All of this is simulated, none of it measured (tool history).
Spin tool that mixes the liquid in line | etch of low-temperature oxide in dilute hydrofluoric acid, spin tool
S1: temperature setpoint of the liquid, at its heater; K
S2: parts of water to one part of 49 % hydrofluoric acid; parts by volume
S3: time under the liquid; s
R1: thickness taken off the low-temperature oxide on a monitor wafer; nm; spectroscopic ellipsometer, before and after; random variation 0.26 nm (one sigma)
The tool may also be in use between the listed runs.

run	hour	S1	S2	S3	R1
1	0	297.15	60	55	16.609
2	6	297.15	70	55	14.415
3	8.9	297.15	70	60	15.593
4	15.9	298.15	65	60	17.491
5	24.8	298.15	65	60	17.38
6	26.4	298.15	65	55	15.91
7	31.4	299.15	60	55	18.41
8	36.4	300.15	60	55	18.972

The next listed run, before its measurement:
9	37.6	300.65	55	55	?

R1: 21.199 nm
